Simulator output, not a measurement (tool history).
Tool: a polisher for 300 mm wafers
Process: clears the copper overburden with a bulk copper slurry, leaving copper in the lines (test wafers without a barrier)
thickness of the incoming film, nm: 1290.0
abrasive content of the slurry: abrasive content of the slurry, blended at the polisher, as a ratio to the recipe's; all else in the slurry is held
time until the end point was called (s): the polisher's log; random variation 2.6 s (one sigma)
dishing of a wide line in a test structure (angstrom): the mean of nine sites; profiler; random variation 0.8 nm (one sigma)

run	day	flow of slurry (ml/min)	pressure of the wafer on the pad (kPa)	speed of the pad under the wafer (cm/s)	abrasive content of the slurry	overpolish time after the end point (s)	time until the end point was called (s)	dishing of a wide line in a test structure (angstrom)
1	0.000	220	20.0	134	1.00	17	109.36	390.20
2	0.075	220	20.0	134	0.85	17	114.83	387.75
3	0.162	220	20.0	134	0.85	10	112.09	349.02
4	0.488	220	20.0	134	0.75	10	119.05	349.49
5	0.729	220	19.3	132	0.75	12	123.81	355.79
6	1.004	220	19.3	132	0.85	12	119.03	358.73
7	1.042	220	18.6	130	0.85	14	124.73	349.79
8	1.150	185	24.1	94	0.65	9	145.55	316.61
9	1.429	190	23.4	94	0.65	13	152.33	364.29

The next listed run, before its measurement:
10	1.592	190	23.4	94	0.65	14	?	?

time until the end point was called (s): 143.48
dishing of a wide line in a test structure (angstrom): 352.26

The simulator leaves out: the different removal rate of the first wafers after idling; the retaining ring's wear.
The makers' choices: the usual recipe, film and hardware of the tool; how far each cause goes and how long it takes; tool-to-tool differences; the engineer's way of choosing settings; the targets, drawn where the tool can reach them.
